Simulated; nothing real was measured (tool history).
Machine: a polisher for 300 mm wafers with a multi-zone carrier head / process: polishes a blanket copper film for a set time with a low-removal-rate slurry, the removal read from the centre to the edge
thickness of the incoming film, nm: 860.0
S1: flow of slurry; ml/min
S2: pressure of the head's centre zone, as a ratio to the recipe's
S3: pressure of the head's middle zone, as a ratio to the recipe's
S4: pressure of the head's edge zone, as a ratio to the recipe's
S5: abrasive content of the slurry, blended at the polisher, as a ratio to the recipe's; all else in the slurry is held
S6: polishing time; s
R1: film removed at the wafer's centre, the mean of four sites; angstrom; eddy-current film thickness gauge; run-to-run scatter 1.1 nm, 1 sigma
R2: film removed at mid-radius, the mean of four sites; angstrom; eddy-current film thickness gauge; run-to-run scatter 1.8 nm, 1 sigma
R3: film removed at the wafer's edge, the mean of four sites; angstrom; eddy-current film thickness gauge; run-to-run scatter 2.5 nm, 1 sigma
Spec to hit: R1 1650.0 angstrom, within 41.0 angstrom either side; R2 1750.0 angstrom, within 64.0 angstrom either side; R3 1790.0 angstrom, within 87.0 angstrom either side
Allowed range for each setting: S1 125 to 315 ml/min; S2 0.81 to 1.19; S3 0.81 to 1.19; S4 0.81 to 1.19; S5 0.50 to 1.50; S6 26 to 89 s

| run | hour | S1 | S2 | S3 | S4 | S5 | S6 | R1 | R2 | R3 |
|---|---|---|---|---|---|---|---|---|---|---|
| 1 | 0.0 | 205 | 1.00 | 1.00 | 1.00 | 1.00 | 57 | 2370.4 | 2404.5 | 2406.4 |
| 2 | 3.1 | 205 | 1.00 | 1.00 | 1.08 | 1.00 | 57 | 2390.1 | 2504.7 | 2467.1 |
| 3 | 11.5 | 205 | 1.00 | 0.93 | 1.08 | 1.00 | 57 | 2363.3 | 2317.3 | 2457.5 |
| 4 | 12.8 | 205 | 1.00 | 0.93 | 1.03 | 1.00 | 57 | 2378.6 | 2312.6 | 2434.9 |
| 5 | 18.7 | 205 | 1.08 | 0.93 | 1.03 | 1.00 | 57 | 2591.4 | 2306.8 | 2454.0 |
| 6 | 21.6 | 200 | 1.02 | 0.93 | 0.99 | 0.85 | 55 | 2278.2 | 2149.7 | 2215.0 |
| 7 | 29.7 | 190 | 0.96 | 0.91 | 0.96 | 0.75 | 54 | 2056.8 | 1987.1 | 2078.0 |
| 8 | 33.4 | 180 | 0.92 | 0.91 | 0.93 | 0.65 | 54 | 1880.8 | 1951.9 | 1995.4 |

Exercise: of the 5 proposed moves below, exactly one satisfies all targets within the stated allowed misses. Which move is it?
| A | 37.1 | 140 | 0.83 | 0.86 | 0.99 | 0.70 | 56 | ? | ? | ? |
| B | 37.1 | 215 | 0.90 | 0.81 | 0.93 | 0.65 | 47 | ? | ? | ? |
| C | 37.1 | 240 | 0.97 | 1.00 | 1.11 | 0.55 | 44 | ? | ? | ? |
| D | 37.1 | 240 | 0.87 | 0.81 | 0.97 | 0.60 | 46 | ? | ? | ? |
| E | 37.1 | 165 | 0.86 | 1.02 | 0.96 | 0.65 | 48 | ? | ? | ? |

| move | R1 | R2 | R3 |
|---|---|---|---|
| A | 1679.8 | 1847.5 | 2072.4 |
| B | 1653.5 | 1586.1 | 1767.8 |
| C | 1648.8 | 1714.5 | 1765.4 |
| D | 1567.1 | 1553.0 | 1758.7 |
| E | 1535.1 | 1845.2 | 1768.2 |
A: puts the biggest miss on target and leaves a different result outside tolerance
B: puts the biggest miss on target and leaves a different result outside tolerance
C: hits every target within its allowed miss
D: takes the biggest miss from the last run beyond its target
E: takes the biggest miss from the last run beyond its target
Correct choice: C, which meets every target
